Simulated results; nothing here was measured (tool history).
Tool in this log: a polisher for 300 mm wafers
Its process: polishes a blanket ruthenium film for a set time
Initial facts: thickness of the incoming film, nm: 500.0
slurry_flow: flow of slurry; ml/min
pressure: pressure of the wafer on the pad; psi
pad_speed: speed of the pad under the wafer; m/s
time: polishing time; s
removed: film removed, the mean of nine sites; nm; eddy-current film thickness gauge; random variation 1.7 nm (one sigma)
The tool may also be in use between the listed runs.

| run | hour | slurry_flow | pressure | pad_speed | time | removed |
|---|---|---|---|---|---|---|
| 1 | 0 | 130 | 2.6 | 0.86 | 84 | 126.89 |
| 2 | 4 | 135 | 2.8 | 0.86 | 84 | 135.55 |
| 3 | 10 | 135 | 2.8 | 0.86 | 84 | 133.79 |
| 4 | 18.6 | 135 | 2.8 | 0.86 | 84 | 136.03 |
| 5 | 20.4 | 135 | 2.8 | 0.86 | 88 | 142.33 |
| 6 | 26.3 | 135 | 2.9 | 0.86 | 88 | 146.69 |
| 7 | 31.8 | 140 | 3 | 0.86 | 88 | 154.08 |

What will run 8 give?
| 8 | 33.1 | 145 | 3.1 | 0.86 | 88 | ? |

removed: 160.92 nm
